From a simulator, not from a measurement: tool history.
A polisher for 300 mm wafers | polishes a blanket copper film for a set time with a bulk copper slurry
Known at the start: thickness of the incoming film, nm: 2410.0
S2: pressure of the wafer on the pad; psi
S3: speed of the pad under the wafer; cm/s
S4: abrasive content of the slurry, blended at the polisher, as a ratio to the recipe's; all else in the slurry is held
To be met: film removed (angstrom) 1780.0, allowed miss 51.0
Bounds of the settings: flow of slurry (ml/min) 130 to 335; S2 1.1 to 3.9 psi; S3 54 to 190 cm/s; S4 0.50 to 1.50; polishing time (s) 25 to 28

Run 1, hour 0.0: flow of slurry (ml/min) 215, S2 2.5 psi, S3 122 cm/s, S4 1.00, polishing time (s) 28. Result: film removed (angstrom) 2409.3.
Run 2, hour 9.0: flow of slurry (ml/min) 240, S2 2.5 psi, S3 122 cm/s, S4 1.00, polishing time (s) 28. Result: film removed (angstrom) 2434.6.
Run 3, hour 15.0: flow of slurry (ml/min) 240, S2 2.5 psi, S3 122 cm/s, S4 0.85, polishing time (s) 28. Result: film removed (angstrom) 2345.3.
Run 4, hour 22.3: flow of slurry (ml/min) 240, S2 2.5 psi, S3 122 cm/s, S4 0.95, polishing time (s) 28. Result: film removed (angstrom) 2413.7.
Run 5, hour 27.4: flow of slurry (ml/min) 240, S2 2.0 psi, S3 122 cm/s, S4 0.95, polishing time (s) 28. Result: film removed (angstrom) 2072.1.
Run 6, hour 30.2: flow of slurry (ml/min) 235, S2 1.9 psi, S3 122 cm/s, S4 0.95, polishing time (s) 28. Result: film removed (angstrom) 1969.8.
Run 7, hour 33.8: flow of slurry (ml/min) 230, S2 1.9 psi, S3 122 cm/s, S4 0.95, polishing time (s) 28. Result: film removed (angstrom) 1968.9.
At hour 35.6: head pressure recalibrated.
Run 8, hour 35.6: flow of slurry (ml/min) 225, S2 1.8 psi, S3 122 cm/s, S4 0.95, polishing time (s) 28. Result: film removed (angstrom) 2048.7.
Run 9, hour 38.9: flow of slurry (ml/min) 240, S2 1.8 psi, S3 122 cm/s, S4 0.95, polishing time (s) 28. Result: film removed (angstrom) 2030.8.
Run 10, hour 40.0: flow of slurry (ml/min) 230, S2 1.7 psi, S3 122 cm/s, S4 0.95, polishing time (s) 28. Result: film removed (angstrom) 1943.9.
Run 11, hour 46.4: flow of slurry (ml/min) 230, S2 1.6 psi, S3 122 cm/s, S4 0.95, polishing time (s) 28. Result: film removed (angstrom) 1863.7.

4 next moves are on the table. One of them brings every result within its allowed miss. Which?
Run A, hour 52.8: flow of slurry (ml/min) 265, S2 1.6 psi, S3 126 cm/s, S4 0.90, polishing time (s) 28. Result: film removed (angstrom) ?.
Run B, hour 52.8: flow of slurry (ml/min) 240, S2 1.3 psi, S3 128 cm/s, S4 1.15, polishing time (s) 27. Result: film removed (angstrom) ?.
Run C, hour 52.8: flow of slurry (ml/min) 200, S2 1.5 psi, S3 112 cm/s, S4 1.05, polishing time (s) 28. Result: film removed (angstrom) ?.
Run D, hour 52.8: flow of slurry (ml/min) 280, S2 1.3 psi, S3 128 cm/s, S4 1.00, polishing time (s) 26. Result: film removed (angstrom) ?.

move  film removed (angstrom)
   A                   1940.0
   B                   1780.3
   C                   1698.3
   D                   1668.9
A: further off than the last run
B: meets every target
C: takes the result that was furthest off past its target
D: takes the result that was furthest off past its target
Move B is the one to make.

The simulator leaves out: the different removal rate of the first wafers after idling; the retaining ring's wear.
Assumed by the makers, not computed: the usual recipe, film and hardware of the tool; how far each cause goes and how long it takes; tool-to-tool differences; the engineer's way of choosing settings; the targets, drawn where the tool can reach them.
